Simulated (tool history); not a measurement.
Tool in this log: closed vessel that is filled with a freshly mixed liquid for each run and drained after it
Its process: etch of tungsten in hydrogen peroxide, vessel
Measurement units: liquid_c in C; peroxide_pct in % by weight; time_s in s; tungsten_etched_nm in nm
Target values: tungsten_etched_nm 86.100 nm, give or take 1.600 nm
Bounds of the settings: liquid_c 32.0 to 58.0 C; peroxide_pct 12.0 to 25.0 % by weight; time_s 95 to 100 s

run  hour  liquid_c  peroxide_pct  time_s  tungsten_etched_nm
  1   0.0      42.0          17.0      95              69.014
  2   6.7      42.0          17.0     100              72.444
  3  16.0      38.0          17.0     100              55.625
  4  20.5      38.0          20.0     100              60.162
  5  29.7      38.0          20.0     100              60.292
  6  35.3      33.5          20.0     100              44.824
  7  36.6      36.5          20.0     100              55.001
  8  41.2      38.5          20.0     100              62.376
  9  46.2      40.0          20.0     100              67.864
 10  51.9      41.0          20.0     100              73.125
 11  57.4      42.0          20.0     100              78.504
 12  65.4      42.5          20.0     100              81.058
 13  69.2      43.0          20.0     100              82.996

Which of these 5 next moves meets every target?
  A  73.0      43.0          19.5     100                   ?
  B  73.0      43.5          18.5     100                   ?
  C  73.0      43.0          23.5     100                   ?
  D  73.0      43.0          21.0     100                   ?
  E  73.0      46.0          18.0      95                   ?

move  tungsten_etched_nm
   A              82.766
   B              83.227
   C              90.859
   D              85.890
   E              91.329
A: the biggest miss grows against the last run
B: an improvement on the last run, though not all results are within tolerance
C: moves the result that the last run missed by most past its target, out the other side
D: each result inside its tolerance
E: moves the result that the last run missed by most past its target, out the other side
D meets every target.
